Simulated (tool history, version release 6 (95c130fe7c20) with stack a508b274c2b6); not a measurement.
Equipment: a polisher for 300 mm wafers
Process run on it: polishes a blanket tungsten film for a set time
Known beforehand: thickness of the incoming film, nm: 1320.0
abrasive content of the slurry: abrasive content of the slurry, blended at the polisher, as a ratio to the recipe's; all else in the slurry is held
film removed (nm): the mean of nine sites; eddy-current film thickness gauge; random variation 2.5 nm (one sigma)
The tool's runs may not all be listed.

| run | hour | flow of slurry (ml/min) | pressure of the wafer on the pad (psi) | speed of the pad under the wafer (m/s) | abrasive content of the slurry | polishing time (s) | film removed (nm) |
|---|---|---|---|---|---|---|---|
| 1 | 0 | 245 | 2.5 | 1.3 | 1 | 64 | 284.14 |
| 2 | 4.6 | 245 | 2.5 | 1.3 | 1 | 64 | 290.36 |
| 3 | 12 | 245 | 2.5 | 1.3 | 1 | 58 | 258.75 |
| 4 | 13.4 | 300 | 2.5 | 1.3 | 1 | 58 | 262.63 |
| 5 | 19.9 | 260 | 2.5 | 1.3 | 1 | 58 | 256.11 |
| 6 | 22 | 260 | 2.5 | 1 | 1 | 58 | 228.56 |
| 7 | 27.1 | 260 | 2.4 | 1 | 1 | 58 | 217.4 |

Run 8 is up next; what results do you expect?
| 8 | 31 | 260 | 2.4 | 1 | 1 | 58 | ? |

{"run 8": {"film removed (nm)": 216.73}}
